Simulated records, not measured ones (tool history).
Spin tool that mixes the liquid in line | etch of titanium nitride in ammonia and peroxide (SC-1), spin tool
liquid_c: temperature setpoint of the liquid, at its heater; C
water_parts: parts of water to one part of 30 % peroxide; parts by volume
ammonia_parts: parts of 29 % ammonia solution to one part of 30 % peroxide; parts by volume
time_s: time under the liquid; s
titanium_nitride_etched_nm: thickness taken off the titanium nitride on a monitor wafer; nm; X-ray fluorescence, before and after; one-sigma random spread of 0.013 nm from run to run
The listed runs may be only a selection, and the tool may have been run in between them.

run    day  liquid_c  water_parts  ammonia_parts  time_s  titanium_nitride_etched_nm
  1  0.000      52.0          6.5           0.55      50                      5.3021
  2  0.096      52.0          6.5           0.40      50                      4.9940
  3  0.171      49.0          6.5           0.40      50                      4.0369
  4  0.225      46.5          6.5           0.40      50                      3.3784
  5  0.258      44.5          6.5           0.40      50                      2.9247
  6  0.517      44.5          6.5           0.50      50                      3.0361
  7  0.646      43.0          6.5           0.50      50                      2.7358

Forecast run 8:
  8  0.883      38.0          6.5           0.50      50                           ?

{"run 8": {"titanium_nitride_etched_nm": 1.8859}}
